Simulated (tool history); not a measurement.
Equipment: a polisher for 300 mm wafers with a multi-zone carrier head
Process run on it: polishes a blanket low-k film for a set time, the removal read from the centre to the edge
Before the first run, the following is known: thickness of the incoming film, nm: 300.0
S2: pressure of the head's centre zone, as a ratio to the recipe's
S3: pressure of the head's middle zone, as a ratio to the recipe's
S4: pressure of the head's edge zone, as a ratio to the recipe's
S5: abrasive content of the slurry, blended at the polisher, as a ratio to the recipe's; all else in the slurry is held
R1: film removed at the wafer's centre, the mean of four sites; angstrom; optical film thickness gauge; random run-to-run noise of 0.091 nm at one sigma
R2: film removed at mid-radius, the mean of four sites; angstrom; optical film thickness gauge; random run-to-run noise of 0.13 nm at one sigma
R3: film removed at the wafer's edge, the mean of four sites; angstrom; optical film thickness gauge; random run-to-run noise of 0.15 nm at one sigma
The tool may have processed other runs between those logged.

Run 1, hour 0.0: flow of slurry (ml/min) 280, S2 1.00, S3 1.00, S4 1.00, S5 1.00, polishing time (s) 39. Result: R1 91.172 angstrom, R2 90.434 angstrom, R3 91.059 angstrom.
Run 2, hour 7.8: flow of slurry (ml/min) 280, S2 1.00, S3 1.00, S4 1.00, S5 1.10, polishing time (s) 39. Result: R1 95.289 angstrom, R2 94.963 angstrom, R3 93.648 angstrom.
Run 3, hour 14.3: flow of slurry (ml/min) 280, S2 1.00, S3 1.00, S4 1.00, S5 1.20, polishing time (s) 39. Result: R1 99.829 angstrom, R2 97.018 angstrom, R3 98.593 angstrom.
Run 4, hour 19.8: flow of slurry (ml/min) 285, S2 1.02, S3 0.99, S4 1.04, S5 1.30, polishing time (s) 39. Result: R1 105.950 angstrom, R2 103.840 angstrom, R3 106.350 angstrom.
Run 5, hour 21.7: flow of slurry (ml/min) 295, S2 1.06, S3 0.96, S4 1.07, S5 1.35, polishing time (s) 39. Result: R1 111.960 angstrom, R2 101.050 angstrom, R3 108.720 angstrom.
Run 6, hour 24.8: flow of slurry (ml/min) 295, S2 1.06, S3 0.96, S4 1.07, S5 1.35, polishing time (s) 48. Result: R1 138.780 angstrom, R2 126.760 angstrom, R3 132.760 angstrom.

The next listed run, before its measurement:
Run 7, hour 31.2: flow of slurry (ml/min) 290, S2 1.06, S3 0.93, S4 1.07, S5 1.35, polishing time (s) 48. Result: R1 ?, R2 ?, R3 ?.

{"run 7": {"R1": 137.35, "R2": 122.71, "R3": 131.37}}
